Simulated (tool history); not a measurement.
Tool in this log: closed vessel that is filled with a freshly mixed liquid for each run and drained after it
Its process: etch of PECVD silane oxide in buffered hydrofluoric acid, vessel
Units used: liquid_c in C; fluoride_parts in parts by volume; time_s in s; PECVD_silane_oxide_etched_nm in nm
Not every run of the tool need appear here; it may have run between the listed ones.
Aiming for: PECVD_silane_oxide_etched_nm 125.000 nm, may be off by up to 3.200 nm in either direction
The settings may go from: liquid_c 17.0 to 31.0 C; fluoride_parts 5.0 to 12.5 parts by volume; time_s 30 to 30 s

{"run": 1, "hour": 0.0, "liquid_c": 23.0, "fluoride_parts": 7.5, "time_s": 30, "PECVD_silane_oxide_etched_nm": 64.819}
{"run": 2, "hour": 3.2, "liquid_c": 23.0, "fluoride_parts": 9.0, "time_s": 30, "PECVD_silane_oxide_etched_nm": 53.275}
{"run": 3, "hour": 6.8, "liquid_c": 23.0, "fluoride_parts": 7.0, "time_s": 30, "PECVD_silane_oxide_etched_nm": 70.043}
{"run": 4, "hour": 8.5, "liquid_c": 23.0, "fluoride_parts": 7.0, "time_s": 30, "PECVD_silane_oxide_etched_nm": 69.897}
{"run": 5, "hour": 13.9, "liquid_c": 24.5, "fluoride_parts": 7.0, "time_s": 30, "PECVD_silane_oxide_etched_nm": 75.972}
{"run": 6, "hour": 20.1, "liquid_c": 24.5, "fluoride_parts": 8.0, "time_s": 30, "PECVD_silane_oxide_etched_nm": 65.359}
{"run": 7, "hour": 24.9, "liquid_c": 26.0, "fluoride_parts": 7.5, "time_s": 30, "PECVD_silane_oxide_etched_nm": 75.597}
{"run": 8, "hour": 28.1, "liquid_c": 27.5, "fluoride_parts": 7.0, "time_s": 30, "PECVD_silane_oxide_etched_nm": 89.215}
{"run": 9, "hour": 33.6, "liquid_c": 28.5, "fluoride_parts": 6.5, "time_s": 30, "PECVD_silane_oxide_etched_nm": 100.5}
{"run": 10, "hour": 38.7, "liquid_c": 29.0, "fluoride_parts": 6.5, "time_s": 30, "PECVD_silane_oxide_etched_nm": 101.98}
{"run": 11, "hour": 40.3, "liquid_c": 31.0, "fluoride_parts": 5.5, "time_s": 30, "PECVD_silane_oxide_etched_nm": 130.99}

Pick the move, out of 4, that brings all results within their allowed miss; only one does.
{"run": "A", "hour": 41.9, "liquid_c": 30.0, "fluoride_parts": 6.0, "time_s": 30, "PECVD_silane_oxide_etched_nm": "?"}
{"run": "B", "hour": 41.9, "liquid_c": 27.5, "fluoride_parts": 5.0, "time_s": 30, "PECVD_silane_oxide_etched_nm": "?"}
{"run": "C", "hour": 41.9, "liquid_c": 30.0, "fluoride_parts": 5.5, "time_s": 30, "PECVD_silane_oxide_etched_nm": "?"}
{"run": "D", "hour": 41.9, "liquid_c": 30.0, "fluoride_parts": 5.0, "time_s": 30, "PECVD_silane_oxide_etched_nm": "?"}

move=A PECVD_silane_oxide_etched_nm=116.590
move=B PECVD_silane_oxide_etched_nm=119.200
move=C PECVD_silane_oxide_etched_nm=125.490
move=D PECVD_silane_oxide_etched_nm=135.980
A: carries the result that was furthest off beyond its target, to the other side
B: carries the result that was furthest off beyond its target, to the other side
C: meets every target
D: the biggest miss grows against the last run
C meets every target.

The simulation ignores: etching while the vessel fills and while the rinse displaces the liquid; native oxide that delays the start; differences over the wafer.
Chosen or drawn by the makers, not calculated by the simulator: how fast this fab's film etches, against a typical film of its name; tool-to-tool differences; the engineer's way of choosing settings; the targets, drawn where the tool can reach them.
